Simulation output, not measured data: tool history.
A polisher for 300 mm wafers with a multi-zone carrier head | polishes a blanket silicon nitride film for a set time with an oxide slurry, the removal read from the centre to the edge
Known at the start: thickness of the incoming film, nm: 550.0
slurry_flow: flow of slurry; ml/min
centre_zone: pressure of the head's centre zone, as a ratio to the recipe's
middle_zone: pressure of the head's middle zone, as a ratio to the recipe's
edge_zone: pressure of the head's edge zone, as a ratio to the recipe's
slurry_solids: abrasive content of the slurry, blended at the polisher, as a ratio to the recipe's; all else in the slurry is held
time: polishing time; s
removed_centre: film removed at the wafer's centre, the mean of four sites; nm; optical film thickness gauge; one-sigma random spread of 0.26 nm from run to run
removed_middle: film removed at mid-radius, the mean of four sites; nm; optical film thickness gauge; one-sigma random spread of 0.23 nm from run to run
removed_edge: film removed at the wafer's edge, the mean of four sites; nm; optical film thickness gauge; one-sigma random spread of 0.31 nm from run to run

run	hour	slurry_flow	centre_zone	middle_zone	edge_zone	slurry_solids	time	removed_centre	removed_middle	removed_edge
1	0.0	130	1.00	1.00	1.00	1.00	72	51.663	54.747	56.091
2	7.2	130	1.00	1.00	1.00	1.00	88	62.655	66.867	66.940
3	11.0	130	1.00	1.00	1.00	1.15	88	65.350	70.482	71.999
4	15.8	125	0.97	1.02	0.95	0.95	76	50.924	57.228	55.828
5	19.8	125	0.96	1.04	0.91	0.80	66	40.879	47.140	43.857
6	24.5	150	0.96	1.04	0.91	0.80	66	41.749	48.626	45.703
7	30.2	135	0.95	1.05	0.88	0.70	62	36.623	42.852	39.255
8	35.2	125	0.94	1.06	0.86	0.65	60	33.460	40.128	36.409

Run 9, settings as shown, results not yet in. Your forecast:
9	38.7	115	0.94	1.07	0.85	0.60	58	?	?	?

removed_centre: 30.877 nm
removed_middle: 37.445 nm
removed_edge: 33.341 nm
